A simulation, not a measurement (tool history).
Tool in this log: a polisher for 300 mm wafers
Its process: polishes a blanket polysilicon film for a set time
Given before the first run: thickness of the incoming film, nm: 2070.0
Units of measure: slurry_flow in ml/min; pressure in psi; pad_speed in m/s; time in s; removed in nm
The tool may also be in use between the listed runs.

run 1 day=0 | slurry_flow=190 pressure=2.5 pad_speed=1.18 time=46 | removed=389.52
run 2 day=0.088 | slurry_flow=190 pressure=3 pad_speed=1.18 time=46 | removed=461.51
run 3 day=0.129 | slurry_flow=190 pressure=3.4 pad_speed=1.18 time=46 | removed=528.46
run 4 day=0.492 | slurry_flow=190 pressure=3.9 pad_speed=1.18 time=46 | removed=617.28
run 5 day=0.558 | slurry_flow=190 pressure=3.9 pad_speed=1.18 time=46 | removed=613.99
run 6 day=0.638 | slurry_flow=190 pressure=3.2 pad_speed=1.14 time=46 | removed=467.83
run 7 day=0.758 | slurry_flow=190 pressure=2.8 pad_speed=1.12 time=46 | removed=401.06

What does the tool deliver on the next run?
run 8 day=1.025 | slurry_flow=190 pressure=2.5 pad_speed=1.1 time=46 | removed=?

removed: 354.73 nm
